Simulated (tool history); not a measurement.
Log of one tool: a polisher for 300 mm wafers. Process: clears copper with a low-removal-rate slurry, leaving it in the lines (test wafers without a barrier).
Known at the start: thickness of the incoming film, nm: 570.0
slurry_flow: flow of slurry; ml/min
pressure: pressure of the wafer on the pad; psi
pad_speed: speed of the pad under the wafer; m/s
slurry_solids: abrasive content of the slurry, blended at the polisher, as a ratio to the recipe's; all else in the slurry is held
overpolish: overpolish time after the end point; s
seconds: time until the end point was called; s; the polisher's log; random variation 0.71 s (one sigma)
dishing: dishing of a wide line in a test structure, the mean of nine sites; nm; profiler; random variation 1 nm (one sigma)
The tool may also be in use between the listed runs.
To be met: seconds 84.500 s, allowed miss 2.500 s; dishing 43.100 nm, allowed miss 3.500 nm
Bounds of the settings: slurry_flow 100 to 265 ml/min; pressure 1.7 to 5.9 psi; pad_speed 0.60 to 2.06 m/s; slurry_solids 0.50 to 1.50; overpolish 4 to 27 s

run    day  slurry_flow  pressure  pad_speed  slurry_solids  overpolish  seconds  dishing
  1  0.000          170       3.8       1.32           1.00          14  114.070   32.539
  2  0.362          170       3.8       1.32           1.15          14  110.680   33.281
  3  0.638          170       3.3       1.32           1.15          14  125.730   30.026
  4  0.929          180       3.8       1.32           1.15          15  109.140   33.594
  5  1.062          190       4.1       1.32           1.15          16  100.850   35.740
  6  1.429          195       4.3       1.32           1.15          17   95.621   39.298
  7  1.600          200       4.5       1.32           1.15          17   89.992   39.087
  8  1.696          205       4.6       1.32           1.15          18   88.925   40.912
     1.883  -- slurry blender recalibrated
  9  1.883          205       4.7       1.32           1.15          18   81.347   42.717

Which of these 4 next moves meets every target?
  A  2.071          205       4.8       1.50           0.85          15        ?        ?
  B  2.071          190       4.5       1.50           1.05          18        ?        ?
  C  2.071          165       5.6       1.00           1.35          21        ?        ?
  D  2.071          190       4.0       1.60           1.15          13        ?        ?

move  seconds  dishing
   A   77.813   39.184
   B   79.411   41.039
   C   83.996   42.632
   D   82.641   35.903
A: further off than the last run
B: further off than the last run
C: meets every target
D: brings the result that was furthest off to its target, and leaves another outside
Answer: C
